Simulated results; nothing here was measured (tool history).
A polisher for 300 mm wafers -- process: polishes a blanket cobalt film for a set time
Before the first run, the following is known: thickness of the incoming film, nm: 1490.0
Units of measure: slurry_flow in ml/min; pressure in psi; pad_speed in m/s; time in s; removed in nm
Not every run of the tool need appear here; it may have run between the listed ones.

run 1 hour=0.0 | slurry_flow=175 pressure=1.3 pad_speed=1.16 time=52 | removed=167.22
run 2 hour=8.9 | slurry_flow=175 pressure=1.4 pad_speed=1.18 time=52 | removed=180.29
run 3 hour=17.4 | slurry_flow=175 pressure=1.5 pad_speed=1.20 time=52 | removed=196.51
run 4 hour=23.8 | slurry_flow=160 pressure=1.5 pad_speed=1.20 time=52 | removed=187.83
run 5 hour=27.9 | slurry_flow=160 pressure=1.5 pad_speed=1.20 time=52 | removed=188.81
run 6 hour=29.7 | slurry_flow=170 pressure=1.6 pad_speed=1.20 time=52 | removed=210.18
run 7 hour=38.2 | slurry_flow=180 pressure=1.7 pad_speed=1.20 time=52 | removed=213.67
run 8 hour=41.4 | slurry_flow=180 pressure=1.8 pad_speed=1.24 time=52 | removed=236.02
run 9 hour=48.0 | slurry_flow=180 pressure=1.9 pad_speed=1.26 time=52 | removed=249.08
run 10 hour=51.3 | slurry_flow=180 pressure=1.9 pad_speed=1.30 time=52 | removed=254.95
run 11 hour=58.6 | slurry_flow=180 pressure=1.9 pad_speed=1.34 time=52 | removed=260.99
run 12 hour=62.0 | slurry_flow=180 pressure=1.9 pad_speed=1.36 time=52 | removed=265.43
run 13 hour=69.3 | slurry_flow=180 pressure=1.9 pad_speed=1.38 time=52 | removed=270.32

What will run 14 give?
run 14 hour=72.4 | slurry_flow=180 pressure=2.1 pad_speed=1.40 time=52 | removed=?

For run 14 the tool returned removed 292.54 nm.

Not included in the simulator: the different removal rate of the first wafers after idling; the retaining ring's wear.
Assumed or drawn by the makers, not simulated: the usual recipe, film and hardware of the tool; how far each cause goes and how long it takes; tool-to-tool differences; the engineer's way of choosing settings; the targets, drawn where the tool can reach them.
